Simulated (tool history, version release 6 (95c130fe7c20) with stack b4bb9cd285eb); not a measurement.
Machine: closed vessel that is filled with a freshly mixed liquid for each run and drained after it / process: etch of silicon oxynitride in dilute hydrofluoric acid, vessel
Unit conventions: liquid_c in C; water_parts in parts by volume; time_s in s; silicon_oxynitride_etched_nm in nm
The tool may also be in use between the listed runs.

run,hour,liquid_c,water_parts,time_s,silicon_oxynitride_etched_nm
1,0,23,100,920,28.517
2,8.9,20.5,100,920,25.432
3,9.9,21.5,100,920,26.507
4,17.2,22.5,100,920,27.786
5,19.1,22.5,100,920,27.945
6,22.5,23.5,100,920,29.273
7,30,23.5,100,920,29.381
8,38.3,24,100,920,30.05
9,41.4,24.5,100,920,30.925
10,44.2,25,100,920,31.507
11,44.9,25.5,100,920,32.347

Forecast run 12:
12,49.2,26,100,920,?

Run 12 yielded silicon_oxynitride_etched_nm 33.068 nm.

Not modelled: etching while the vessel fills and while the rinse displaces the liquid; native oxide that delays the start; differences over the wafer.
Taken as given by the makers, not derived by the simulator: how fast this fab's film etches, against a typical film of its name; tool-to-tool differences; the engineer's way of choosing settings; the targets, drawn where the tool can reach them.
